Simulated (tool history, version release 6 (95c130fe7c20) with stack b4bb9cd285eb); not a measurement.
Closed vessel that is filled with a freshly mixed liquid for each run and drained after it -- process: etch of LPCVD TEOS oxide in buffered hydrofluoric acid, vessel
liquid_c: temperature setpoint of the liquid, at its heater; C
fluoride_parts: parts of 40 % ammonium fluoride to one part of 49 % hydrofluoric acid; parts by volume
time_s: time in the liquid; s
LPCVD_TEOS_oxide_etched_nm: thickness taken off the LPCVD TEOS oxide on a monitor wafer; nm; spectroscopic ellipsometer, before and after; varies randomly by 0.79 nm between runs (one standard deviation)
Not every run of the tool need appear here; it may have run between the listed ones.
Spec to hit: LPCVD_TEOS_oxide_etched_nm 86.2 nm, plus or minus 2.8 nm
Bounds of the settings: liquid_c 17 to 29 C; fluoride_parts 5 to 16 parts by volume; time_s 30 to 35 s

run  hour  liquid_c  fluoride_parts  time_s  LPCVD_TEOS_oxide_etched_nm
  1     0        21             9.5      35                       72.68
  2   1.5        21            11.5      35                      61.879
  3   6.7        21            11.5      35                      61.425
  4  14.3      22.5            11.5      35                      68.535
  5  16.2      22.5            13.5      35                       57.19
  6  18.6      22.5              15      35                      51.249
  7  22.1      26.5            12.5      35                      75.971
  8  24.1      26.5            12.5      35                      76.505
  9    30        27            12.5      35                      79.067
 10    35      27.5            12.5      35                      82.007
 11  39.1        28            12.5      35                      82.075

Which of these 5 next moves meets every target?
  A  43.2        29              14      35                           ?
  B  43.2      26.5              11      35                           ?
  C  43.2      26.5            10.5      35                           ?
  D  43.2        29              12      35                           ?
  E  43.2      26.5            12.5      35                           ?

move  LPCVD_TEOS_oxide_etched_nm
   A                      78.388
   B                      86.846
   C                      90.871
   D                      91.139
   E                      76.659
A: moves away from the targets compared with the last run
B: in spec on every target
C: pushes the last run's worst result past its target
D: pushes the last run's worst result past its target
E: moves away from the targets compared with the last run
Correct choice: B, which meets every target
